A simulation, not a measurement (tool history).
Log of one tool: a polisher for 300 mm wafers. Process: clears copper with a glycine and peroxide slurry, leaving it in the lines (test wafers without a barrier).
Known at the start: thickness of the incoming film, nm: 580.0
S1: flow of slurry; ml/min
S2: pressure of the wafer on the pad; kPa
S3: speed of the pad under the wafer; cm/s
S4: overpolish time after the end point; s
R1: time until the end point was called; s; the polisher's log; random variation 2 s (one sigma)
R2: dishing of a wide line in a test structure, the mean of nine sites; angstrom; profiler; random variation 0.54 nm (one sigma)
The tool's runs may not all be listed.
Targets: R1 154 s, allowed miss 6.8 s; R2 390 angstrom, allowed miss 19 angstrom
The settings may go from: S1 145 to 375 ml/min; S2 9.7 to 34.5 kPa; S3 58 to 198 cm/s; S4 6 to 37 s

| run | hour | S1 | S2 | S3 | S4 | R1 | R2 |
|---|---|---|---|---|---|---|---|
| 1 | 0 | 240 | 22.1 | 128 | 19 | 87.448 | 662.22 |
| 2 | 2.7 | 270 | 22.1 | 128 | 19 | 87.193 | 656.92 |
| 3 | 9.2 | 270 | 22.1 | 128 | 23 | 88.217 | 746.84 |
| 4 | 15.4 | 270 | 24.8 | 128 | 23 | 80.478 | 791.04 |
| 5 | 22.1 | 270 | 22.1 | 118 | 21 | 94.811 | 663.55 |
| 6 | 23.2 | 270 | 20 | 114 | 20 | 104.16 | 600.66 |
| 7 | 28.7 | 270 | 13.8 | 106 | 15 | 130.27 | 395.79 |
| 8 | 35.8 | 270 | 13.1 | 104 | 16 | 132.96 | 417.33 |
| 9 | 38.3 | 270 | 12.4 | 102 | 16 | 145.84 | 385.45 |
| 10 | 44.1 | 270 | 11.7 | 102 | 17 | 149.66 | 403.6 |

Which of these 4 next moves meets every target?
| A | 49.9 | 225 | 11 | 102 | 17 | ? | ? |
| B | 49.9 | 310 | 13.1 | 98 | 17 | ? | ? |
| C | 49.9 | 310 | 11 | 102 | 19 | ? | ? |
| D | 49.9 | 260 | 13.1 | 88 | 20 | ? | ? |

| move | R1 | R2 |
|---|---|---|
| A | 150.88 | 388.86 |
| B | 140.43 | 414.69 |
| C | 146.45 | 436.68 |
| D | 155.16 | 438.17 |
A: meets every target
B: further off than the last run
C: further off than the last run
D: further off than the last run
The right move is A.
